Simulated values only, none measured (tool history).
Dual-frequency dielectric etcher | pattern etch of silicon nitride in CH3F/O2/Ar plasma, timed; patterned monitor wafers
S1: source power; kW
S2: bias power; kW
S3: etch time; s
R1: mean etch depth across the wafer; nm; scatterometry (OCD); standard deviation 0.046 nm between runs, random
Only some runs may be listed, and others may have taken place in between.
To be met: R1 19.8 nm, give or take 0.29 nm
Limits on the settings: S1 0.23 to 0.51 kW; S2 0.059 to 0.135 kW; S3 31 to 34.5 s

run 1 hour=0 | S1=0.37 S2=0.097 S3=34.5 | R1=26.156
run 2 hour=6.5 | S1=0.34 S2=0.089 S3=34.5 | R1=24.46
run 3 hour=10.3 | S1=0.32 S2=0.084 S3=34.5 | R1=23.366
run 4 hour=17.1 | S1=0.3 S2=0.081 S3=34.5 | R1=22.549
run 5 hour=23.4 | S1=0.29 S2=0.078 S3=34.5 | R1=21.905
run 6 hour=26.2 | S1=0.28 S2=0.076 S3=34.5 | R1=21.409
run 7 hour=34.7 | S1=0.23 S2=0.068 S3=34.5 | R1=19.259
run 8 hour=43.6 | S1=0.24 S2=0.068 S3=34.5 | R1=19.393
run 9 hour=52.4 | S1=0.25 S2=0.068 S3=34.5 | R1=19.406

Exactly one of the 4 candidate moves below puts every result within its allowed miss. Which one?
run A hour=61.2 | S1=0.23 S2=0.072 S3=33 | R1=?
run B hour=61.2 | S1=0.27 S2=0.071 S3=32.5 | R1=?
run C hour=61.2 | S1=0.23 S2=0.079 S3=31 | R1=?
run D hour=61.2 | S1=0.28 S2=0.071 S3=33.5 | R1=?

move=A R1=19.088
move=B R1=19.133
move=C R1=19.06
move=D R1=19.85
A: lands further from the targets than the last run did
B: lands further from the targets than the last run did
C: lands further from the targets than the last run did
D: hits every target within its allowed miss
The move that meets every target is D.
